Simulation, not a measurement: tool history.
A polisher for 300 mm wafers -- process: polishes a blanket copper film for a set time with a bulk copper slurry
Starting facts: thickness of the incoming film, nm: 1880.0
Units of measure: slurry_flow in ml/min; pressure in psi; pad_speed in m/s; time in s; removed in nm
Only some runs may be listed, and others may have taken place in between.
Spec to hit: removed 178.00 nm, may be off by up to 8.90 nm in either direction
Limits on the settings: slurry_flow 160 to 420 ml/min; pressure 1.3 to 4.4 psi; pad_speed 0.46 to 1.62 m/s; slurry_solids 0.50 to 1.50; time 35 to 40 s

run  hour  slurry_flow  pressure  pad_speed  slurry_solids  time  removed
  1   0.0          270       2.8       1.04           1.00    40   356.76
  2   3.3          270       2.8       1.04           1.00    40   361.11
  3  12.0          270       2.8       1.18           1.00    40   405.87
  4  20.9          270       2.8       1.18           1.00    40   402.35
  5  26.5          270       3.4       1.18           1.00    40   481.81
  6  32.0          270       3.4       1.18           0.90    40   471.20
  7  40.2          270       3.0       1.10           0.90    40   404.49
  8  41.7          270       2.7       1.02           0.90    39   333.06
  9  45.1          270       2.7       1.02           0.90    39   326.50
 10  45.7          270       2.4       0.98           0.90    39   282.37
 11  53.4          270       2.2       0.96           0.90    39   257.58
 12  59.7          270       2.0       0.94           0.90    39   232.91
 13  66.2          270       1.9       0.94           0.90    39   218.45
 14  68.6          270       1.3       0.92           0.90    39   152.47

4 candidate next runs follow, results not yet known. Just one meets every target within its allowed miss. Identify it.
  A  71.0          285       1.5       0.84           0.85    37        ?
  B  71.0          270       1.8       0.66           1.15    38        ?
  C  71.0          265       1.6       0.98           0.90    36        ?
  D  71.0          290       1.5       0.88           0.70    40        ?

move  removed
   A   150.29
   B   159.98
   C   177.07
   D   163.00
A: the biggest miss grows against the last run
B: nearer than the last run, and not there yet
C: hits every target within its allowed miss
D: nearer than the last run, and not there yet
The right move is C.
